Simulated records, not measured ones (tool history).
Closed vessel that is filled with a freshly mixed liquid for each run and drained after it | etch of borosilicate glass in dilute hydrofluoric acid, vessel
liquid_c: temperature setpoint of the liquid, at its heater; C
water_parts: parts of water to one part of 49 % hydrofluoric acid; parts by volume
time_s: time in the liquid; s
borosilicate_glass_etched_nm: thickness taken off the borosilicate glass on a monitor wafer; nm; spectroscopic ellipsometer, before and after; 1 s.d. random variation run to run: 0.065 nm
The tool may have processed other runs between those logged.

run 1 hour=0 | liquid_c=24 water_parts=105 time_s=30 | borosilicate_glass_etched_nm=9.0792
run 2 hour=8.8 | liquid_c=25 water_parts=100 time_s=30 | borosilicate_glass_etched_nm=10.073
run 3 hour=10.5 | liquid_c=25 water_parts=100 time_s=30 | borosilicate_glass_etched_nm=10.012
run 4 hour=12 | liquid_c=26 water_parts=95 time_s=30 | borosilicate_glass_etched_nm=10.996
run 5 hour=17.9 | liquid_c=27 water_parts=95 time_s=30 | borosilicate_glass_etched_nm=11.462
run 6 hour=23.5 | liquid_c=27 water_parts=95 time_s=30 | borosilicate_glass_etched_nm=11.411
run 7 hour=30.9 | liquid_c=27.5 water_parts=95 time_s=30 | borosilicate_glass_etched_nm=11.691
run 8 hour=35.1 | liquid_c=27.5 water_parts=95 time_s=30 | borosilicate_glass_etched_nm=11.693

Run 9 is up next; what results do you expect?
run 9 hour=41.8 | liquid_c=31.5 water_parts=80 time_s=30 | borosilicate_glass_etched_nm=?

borosilicate_glass_etched_nm: 16.53 nm
